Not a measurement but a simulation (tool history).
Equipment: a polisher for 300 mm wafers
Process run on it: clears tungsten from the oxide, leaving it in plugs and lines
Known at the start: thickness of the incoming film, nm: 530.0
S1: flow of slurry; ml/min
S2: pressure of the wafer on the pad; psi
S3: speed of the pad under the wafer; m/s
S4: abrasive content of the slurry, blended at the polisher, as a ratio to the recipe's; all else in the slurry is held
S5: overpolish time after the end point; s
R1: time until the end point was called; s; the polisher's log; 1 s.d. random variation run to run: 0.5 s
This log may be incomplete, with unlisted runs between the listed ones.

run	hour	S1	S2	S3	S4	S5	R1
1	0	160	3.3	1.24	1	33	116.19
2	5.6	165	3.5	1.24	1	33	108.57
3	7.1	170	3.7	1.24	1	33	101.08
4	8	175	3.9	1.24	1	33	95.962
5	9.3	175	3.9	1.48	1	33	83.564
6	12.8	175	4	1.48	1	33	81.077

Run 7 is up next; what results do you expect?
7	21.2	175	4.1	1.48	1	33	?

{"run 7": {"R1": 78.011}}
